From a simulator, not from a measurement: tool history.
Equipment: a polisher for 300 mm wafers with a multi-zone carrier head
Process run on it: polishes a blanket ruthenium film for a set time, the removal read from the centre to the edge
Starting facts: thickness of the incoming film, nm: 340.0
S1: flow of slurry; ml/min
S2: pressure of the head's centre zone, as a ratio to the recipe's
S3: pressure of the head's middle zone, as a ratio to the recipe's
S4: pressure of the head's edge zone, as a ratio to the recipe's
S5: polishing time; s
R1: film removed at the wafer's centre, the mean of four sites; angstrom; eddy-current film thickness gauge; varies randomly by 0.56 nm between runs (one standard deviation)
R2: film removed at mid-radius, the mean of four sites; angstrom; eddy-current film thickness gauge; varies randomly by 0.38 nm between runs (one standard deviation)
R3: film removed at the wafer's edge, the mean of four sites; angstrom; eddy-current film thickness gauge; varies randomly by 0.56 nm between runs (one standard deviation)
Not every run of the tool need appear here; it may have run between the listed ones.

run	hour	S1	S2	S3	S4	S5	R1	R2	R3
1	0.0	120	1.00	1.00	1.00	37	307.86	304.23	311.48
2	5.1	120	1.00	1.00	0.93	37	306.86	307.98	301.93
3	9.1	95	1.00	1.00	0.93	37	282.60	290.44	288.48
4	16.8	110	1.02	1.02	0.97	39	321.33	317.10	323.16
5	20.6	125	1.04	1.05	0.98	40	352.53	349.51	338.48
6	21.4	125	1.04	1.05	1.02	40	348.74	349.47	331.95

Run 7 has not been measured yet. What should we expect?
7	23.8	135	1.04	1.04	1.02	42	?	?	?

{"run 7": {"R1": 378.97, "R2": 375.74, "R3": 358.23}}
